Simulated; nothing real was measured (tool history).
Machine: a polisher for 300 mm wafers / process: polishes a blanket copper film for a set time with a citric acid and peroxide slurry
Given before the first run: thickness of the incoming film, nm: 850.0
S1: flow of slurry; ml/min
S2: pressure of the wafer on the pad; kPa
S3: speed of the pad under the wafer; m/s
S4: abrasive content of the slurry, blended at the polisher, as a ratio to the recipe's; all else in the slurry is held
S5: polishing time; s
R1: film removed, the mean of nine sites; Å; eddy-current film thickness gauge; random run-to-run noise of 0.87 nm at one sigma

run,hour,S1,S2,S3,S4,S5,R1
1,0,170,15.2,1.04,1,21,375.04
2,2.9,170,15.2,1.04,0.9,21,365.08
3,9.5,170,15.9,1.04,0.9,21,386.09
4,17.1,170,15.9,1.04,0.9,21,381.26
5,23.5,170,15.9,1.04,0.9,21,388.86
6,28.2,200,15.9,1.04,0.9,21,395.59
7,32.9,200,16.5,1.04,0.9,21,403.43
8,40.3,200,17.2,1.04,0.9,21,415.27

Run 9, settings as shown, results not yet in. Your forecast:
9,40.8,200,17.9,1.06,0.9,21,?

{"run 9": {"R1": 455.59}}
